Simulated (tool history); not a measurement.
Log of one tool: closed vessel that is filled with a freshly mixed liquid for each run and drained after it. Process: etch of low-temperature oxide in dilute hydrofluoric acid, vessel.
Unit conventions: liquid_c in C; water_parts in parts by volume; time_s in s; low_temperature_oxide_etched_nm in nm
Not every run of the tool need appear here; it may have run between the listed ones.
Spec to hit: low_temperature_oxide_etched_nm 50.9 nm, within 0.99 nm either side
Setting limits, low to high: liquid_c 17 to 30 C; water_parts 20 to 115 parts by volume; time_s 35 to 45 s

| run | hour | liquid_c | water_parts | time_s | low_temperature_oxide_etched_nm |
|---|---|---|---|---|---|
| 1 | 0 | 22 | 65 | 45 | 16.019 |
| 2 | 7.7 | 24.5 | 50 | 45 | 23.554 |
| 3 | 9.9 | 26 | 40 | 45 | 31.723 |
| 4 | 16.8 | 26 | 40 | 45 | 31.857 |
| 5 | 18.7 | 27 | 35 | 45 | 37.688 |
| 6 | 24.7 | 28 | 35 | 45 | 39.66 |
| 7 | 33.5 | 28.5 | 35 | 45 | 40.673 |
| 8 | 35.5 | 29 | 35 | 45 | 41.436 |
| 9 | 38.1 | 29.5 | 35 | 45 | 42.107 |

4 candidate next runs follow, results not yet known. Just one meets every target within its allowed miss. Identify it.
| A | 40.7 | 30 | 30 | 45 | ? |
| B | 40.7 | 25.5 | 35 | 45 | ? |
| C | 40.7 | 27 | 40 | 45 | ? |
| D | 40.7 | 28.5 | 35 | 35 | ? |

| move | low_temperature_oxide_etched_nm |
|---|---|
| A | 50.523 |
| B | 35.807 |
| C | 33.076 |
| D | 31.47 |
A: all results land within tolerance of their targets
B: its largest miss is bigger than the last run's
C: its largest miss is bigger than the last run's
D: its largest miss is bigger than the last run's
A is the move that brings every result within its allowed miss.
